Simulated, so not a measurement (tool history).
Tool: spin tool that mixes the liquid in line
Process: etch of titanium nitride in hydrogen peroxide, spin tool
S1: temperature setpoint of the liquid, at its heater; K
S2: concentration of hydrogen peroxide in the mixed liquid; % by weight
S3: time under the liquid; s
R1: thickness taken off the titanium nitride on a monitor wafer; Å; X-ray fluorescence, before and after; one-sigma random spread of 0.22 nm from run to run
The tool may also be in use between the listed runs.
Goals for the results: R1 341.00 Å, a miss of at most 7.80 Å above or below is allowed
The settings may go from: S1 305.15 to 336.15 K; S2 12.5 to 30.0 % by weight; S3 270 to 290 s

Run 1, hour 0.0: S1 320.15 K, S2 23.5 % by weight, S3 270 s. Result: R1 182.39 Å.
Run 2, hour 1.2: S1 322.15 K, S2 23.5 % by weight, S3 270 s. Result: R1 210.87 Å.
Run 3, hour 8.1: S1 322.15 K, S2 23.5 % by weight, S3 290 s. Result: R1 228.11 Å.
Run 4, hour 9.1: S1 323.15 K, S2 23.5 % by weight, S3 290 s. Result: R1 243.78 Å.
Run 5, hour 12.2: S1 324.15 K, S2 23.5 % by weight, S3 290 s. Result: R1 262.12 Å.
Run 6, hour 14.8: S1 324.15 K, S2 23.5 % by weight, S3 290 s. Result: R1 260.73 Å.
Run 7, hour 23.5: S1 325.15 K, S2 23.5 % by weight, S3 290 s. Result: R1 279.62 Å.
Run 8, hour 25.1: S1 325.65 K, S2 23.5 % by weight, S3 290 s. Result: R1 293.34 Å.
Run 9, hour 27.4: S1 325.65 K, S2 23.5 % by weight, S3 290 s. Result: R1 291.35 Å.
Run 10, hour 36.4: S1 326.15 K, S2 23.5 % by weight, S3 290 s. Result: R1 300.85 Å.

Of the 4 settings listed for the next run, only one would bring every result within its allowed miss of target. Which one?
Run A, hour 45.4: S1 327.15 K, S2 23.5 % by weight, S3 290 s. Result: R1 ?.
Run B, hour 45.4: S1 328.15 K, S2 29.0 % by weight, S3 270 s. Result: R1 ?.
Run C, hour 45.4: S1 326.15 K, S2 30.0 % by weight, S3 290 s. Result: R1 ?.
Run D, hour 45.4: S1 324.65 K, S2 24.5 % by weight, S3 270 s. Result: R1 ?.

move      R1
   A  325.46
   B  340.40
   C  319.94
   D  256.03
A: better than the last run, though not everything is in spec
B: every result within its allowed miss
C: better than the last run, though not everything is in spec
D: its largest miss is bigger than the last run's
The move that meets every target is B.

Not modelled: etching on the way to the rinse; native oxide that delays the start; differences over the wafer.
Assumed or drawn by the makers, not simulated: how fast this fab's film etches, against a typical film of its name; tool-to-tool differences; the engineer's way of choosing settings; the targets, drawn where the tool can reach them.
